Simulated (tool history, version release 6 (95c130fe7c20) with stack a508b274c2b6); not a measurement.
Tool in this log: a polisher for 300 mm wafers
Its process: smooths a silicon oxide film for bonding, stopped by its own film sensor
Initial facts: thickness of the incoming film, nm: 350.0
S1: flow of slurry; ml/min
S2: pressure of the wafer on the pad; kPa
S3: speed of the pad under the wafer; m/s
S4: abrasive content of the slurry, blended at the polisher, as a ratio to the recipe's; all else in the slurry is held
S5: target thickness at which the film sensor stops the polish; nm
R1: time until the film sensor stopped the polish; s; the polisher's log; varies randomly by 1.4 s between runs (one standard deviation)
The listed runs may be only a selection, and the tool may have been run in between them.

run	hour	S1	S2	S3	S4	S5	R1
1	0	290	15.9	0.72	1	304	62.05
2	6.4	290	14.5	0.72	1	304	66.897
3	7.6	290	13.8	0.72	1	304	72.936
4	16.2	290	13.8	0.72	0.85	304	79.292
5	18.5	290	13.1	0.72	0.85	304	82.242
6	23.7	290	13.1	0.72	1.05	304	72.364

Predict the results of run 7:
7	25.3	290	12.4	0.72	1.05	304	?

{"run 7": {"R1": 79.253}}
